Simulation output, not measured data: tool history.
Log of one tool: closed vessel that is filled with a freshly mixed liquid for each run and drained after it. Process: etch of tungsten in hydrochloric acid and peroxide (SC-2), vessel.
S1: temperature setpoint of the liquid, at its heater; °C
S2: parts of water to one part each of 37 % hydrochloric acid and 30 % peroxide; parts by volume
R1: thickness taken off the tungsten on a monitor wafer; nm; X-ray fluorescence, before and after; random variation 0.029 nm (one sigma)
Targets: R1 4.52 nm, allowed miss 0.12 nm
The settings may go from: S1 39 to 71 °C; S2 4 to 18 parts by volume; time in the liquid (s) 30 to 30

run 1 hour=0 | S1=55 S2=10 time_in_the_liquid_(s)=30 | R1=12.722
run 2 hour=7.1 | S1=60.5 S2=10 time_in_the_liquid_(s)=30 | R1=17.898
run 3 hour=9.9 | S1=55 S2=10 time_in_the_liquid_(s)=30 | R1=12.535
run 4 hour=17.6 | S1=55 S2=6.5 time_in_the_liquid_(s)=30 | R1=17.69
run 5 hour=18.5 | S1=50.5 S2=7.5 time_in_the_liquid_(s)=30 | R1=11.977
run 6 hour=21 | S1=50.5 S2=4 time_in_the_liquid_(s)=30 | R1=18.8
run 7 hour=29.8 | S1=47.5 S2=5.5 time_in_the_liquid_(s)=30 | R1=12.399
run 8 hour=32.2 | S1=45 S2=6.5 time_in_the_liquid_(s)=30 | R1=9.2057
run 9 hour=33.6 | S1=43.5 S2=7 time_in_the_liquid_(s)=30 | R1=7.7509
run 10 hour=35.8 | S1=42.5 S2=7.5 time_in_the_liquid_(s)=30 | R1=6.927
run 11 hour=38.4 | S1=41.5 S2=8 time_in_the_liquid_(s)=30 | R1=6.0672

Which of these 5 next moves meets every target?
run A hour=41 | S1=44.5 S2=6.5 time_in_the_liquid_(s)=30 | R1=?
run B hour=41 | S1=40.5 S2=6 time_in_the_liquid_(s)=30 | R1=?
run C hour=41 | S1=40 S2=11 time_in_the_liquid_(s)=30 | R1=?
run D hour=41 | S1=40.5 S2=10.5 time_in_the_liquid_(s)=30 | R1=?
run E hour=41 | S1=43.5 S2=7.5 time_in_the_liquid_(s)=30 | R1=?

move=A R1=8.8838
move=B R1=7.1371
move=C R1=4.2391
move=D R1=4.5678
move=E R1=7.417
A: further off than the last run
B: further off than the last run
C: takes the result that was furthest off past its target
D: meets every target
E: further off than the last run
The right move is D.
